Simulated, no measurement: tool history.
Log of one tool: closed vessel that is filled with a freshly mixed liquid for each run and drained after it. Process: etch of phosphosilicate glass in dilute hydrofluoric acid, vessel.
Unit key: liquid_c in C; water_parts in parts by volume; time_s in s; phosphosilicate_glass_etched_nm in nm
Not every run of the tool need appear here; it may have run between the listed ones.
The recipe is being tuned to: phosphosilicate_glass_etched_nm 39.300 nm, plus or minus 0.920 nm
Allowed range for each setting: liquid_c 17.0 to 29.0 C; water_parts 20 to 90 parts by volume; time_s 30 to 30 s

run	hour	liquid_c	water_parts	time_s	phosphosilicate_glass_etched_nm
1	0.0	21.0	50	30	48.967
2	7.4	21.0	55	30	44.235
3	8.5	21.0	55	30	43.893
4	11.1	20.5	55	30	42.861
# hour 18.8: hydrofluoric acid flow meter replaced
5	18.8	20.5	55	30	45.741
6	25.2	22.0	55	30	48.482
7	30.0	22.0	55	30	48.605
8	35.6	18.0	55	30	41.071

Which of these 4 next moves meets every target?
A	41.2	17.0	55	30	?
B	41.2	17.0	50	30	?
C	41.2	18.0	60	30	?
D	41.2	19.0	55	30	?

move	phosphosilicate_glass_etched_nm
A	39.144
B	43.299
C	37.254
D	42.660
A: meets every target
B: further off than the last run
C: takes the biggest miss from the last run beyond its target
D: further off than the last run
Correct choice: A, which meets every target

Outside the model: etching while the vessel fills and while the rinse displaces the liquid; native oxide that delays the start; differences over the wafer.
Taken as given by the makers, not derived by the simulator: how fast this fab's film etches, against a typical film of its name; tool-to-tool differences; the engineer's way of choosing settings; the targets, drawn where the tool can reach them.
